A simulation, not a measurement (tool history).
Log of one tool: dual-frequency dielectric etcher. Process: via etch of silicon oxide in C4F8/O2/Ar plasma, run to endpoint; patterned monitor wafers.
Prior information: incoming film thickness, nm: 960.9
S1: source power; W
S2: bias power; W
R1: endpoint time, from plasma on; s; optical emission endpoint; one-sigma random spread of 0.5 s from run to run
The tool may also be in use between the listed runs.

| run | hour | S1 | S2 | R1 |
|---|---|---|---|---|
| 1 | 0 | 1660 | 2766 | 173.81 |
| 2 | 4.9 | 1830 | 2766 | 165.72 |
| 3 | 12.8 | 1830 | 2519 | 168.5 |
| 4 | 14.6 | 1880 | 2537 | 166.36 |
| 5 | 21.3 | 2180 | 2537 | 155.31 |
| 6 | 25.8 | 2290 | 2537 | 152.3 |
| 7 | 34.6 | 2240 | 2514 | 153.61 |
| 8 | 37.6 | 2200 | 2496 | 154.65 |
| 9 | 43.8 | 2170 | 2480 | 155.82 |
| 10 | 45.5 | 2170 | 2480 | 155.41 |
| 11 | 47.4 | 2170 | 2480 | 155.78 |

What will run 12 give?
|  | 53.5 | bias power generator calibrated |
| 12 | 53.5 | 2170 | 2480 | ? |

{"run 12": {"R1": 156.11}}

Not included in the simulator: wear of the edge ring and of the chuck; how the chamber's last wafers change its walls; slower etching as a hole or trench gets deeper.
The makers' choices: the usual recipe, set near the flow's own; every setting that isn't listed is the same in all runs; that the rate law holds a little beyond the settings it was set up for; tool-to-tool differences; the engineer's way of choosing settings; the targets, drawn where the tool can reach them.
